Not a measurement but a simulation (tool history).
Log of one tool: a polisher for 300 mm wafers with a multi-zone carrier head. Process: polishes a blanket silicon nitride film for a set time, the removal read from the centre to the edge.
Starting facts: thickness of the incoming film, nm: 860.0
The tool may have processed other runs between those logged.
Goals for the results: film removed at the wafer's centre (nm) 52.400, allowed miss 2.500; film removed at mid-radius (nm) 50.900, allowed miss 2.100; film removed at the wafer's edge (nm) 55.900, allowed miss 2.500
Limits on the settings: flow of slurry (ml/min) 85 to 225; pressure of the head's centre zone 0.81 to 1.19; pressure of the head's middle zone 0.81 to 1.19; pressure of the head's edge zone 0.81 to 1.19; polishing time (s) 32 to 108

run,day,flow of slurry (ml/min),pressure of the head's centre zone,pressure of the head's middle zone,pressure of the head's edge zone,polishing time (s),film removed at the wafer's centre (nm),film removed at mid-radius (nm),film removed at the wafer's edge (nm)
1,0.000,145,1.00,1.00,1.00,70,85.506,80.968,77.562
2,0.371,140,0.98,0.98,1.00,67,80.483,74.726,73.948
3,0.404,140,0.98,0.93,1.00,67,82.602,73.135,75.294
4,0.729,135,0.96,0.93,1.00,64,72.822,69.174,71.470
5,0.946,155,0.96,0.93,1.00,64,75.442,70.783,71.137
6,1.146,180,0.96,0.93,1.00,64,78.177,72.863,74.088
7,1.500,175,0.94,0.91,0.99,61,71.989,67.310,69.609
8,1.783,170,0.92,0.89,0.97,59,68.594,65.747,67.192
# day 1.983: centre zone pressure recalibrated
9,1.983,165,0.91,0.88,0.97,57,58.933,60.901,62.585
10,2.150,160,0.92,0.87,0.97,56,58.721,59.927,61.425

5 next moves are on the table. One of them brings every result within its allowed miss. Which?
A,2.317,130,0.93,0.83,0.97,51,?,?,?
B,2.317,190,0.88,0.81,1.15,45,?,?,?
C,2.317,135,0.86,0.85,0.99,51,?,?,?
D,2.317,165,0.84,0.86,0.97,48,?,?,?
E,2.317,190,1.05,0.83,0.93,48,?,?,?

move,film removed at the wafer's centre (nm),film removed at mid-radius (nm),film removed at the wafer's edge (nm)
A,51.665,49.834,56.360
B,46.091,45.732,56.227
C,48.108,51.168,57.132
D,45.867,50.227,54.524
E,58.752,49.732,54.336
A: every result within its allowed miss
B: takes the biggest miss from the last run beyond its target
C: brings the result that was furthest off to its target, and leaves another outside
D: brings the result that was furthest off to its target, and leaves another outside
E: brings the result that was furthest off to its target, and leaves another outside
Go with A: it meets all targets.

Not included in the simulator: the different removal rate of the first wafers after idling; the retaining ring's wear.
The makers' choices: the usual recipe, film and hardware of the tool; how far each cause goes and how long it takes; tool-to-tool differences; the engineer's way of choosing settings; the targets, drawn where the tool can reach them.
